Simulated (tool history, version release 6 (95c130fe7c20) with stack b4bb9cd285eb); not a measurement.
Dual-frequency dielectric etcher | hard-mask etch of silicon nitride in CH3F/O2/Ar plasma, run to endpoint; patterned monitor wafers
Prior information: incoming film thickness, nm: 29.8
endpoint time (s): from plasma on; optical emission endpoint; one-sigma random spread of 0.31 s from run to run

{"run": 1, "hour": 0.0, "source power (kW)": 0.32, "bias power (kW)": 0.063, "endpoint time (s)": 44.086}
{"run": 2, "hour": 2.2, "source power (kW)": 0.27, "bias power (kW)": 0.063, "endpoint time (s)": 47.223}
{"run": 3, "hour": 6.9, "source power (kW)": 0.26, "bias power (kW)": 0.062, "endpoint time (s)": 47.288}
{"run": 4, "hour": 11.5, "source power (kW)": 0.31, "bias power (kW)": 0.062, "endpoint time (s)": 45.162}
{"run": 5, "hour": 15.6, "source power (kW)": 0.31, "bias power (kW)": 0.052, "endpoint time (s)": 47.045}
{"run": 6, "hour": 18.3, "source power (kW)": 0.29, "bias power (kW)": 0.051, "endpoint time (s)": 48.429}
{"run": 7, "hour": 23.9, "source power (kW)": 0.28, "bias power (kW)": 0.05, "endpoint time (s)": 49.506}

For run 8, what comes out?
{"run": 8, "hour": 28.8, "source power (kW)": 0.27, "bias power (kW)": 0.05, "endpoint time (s)": "?"}

{"run 8": {"endpoint time (s)": 49.811}}
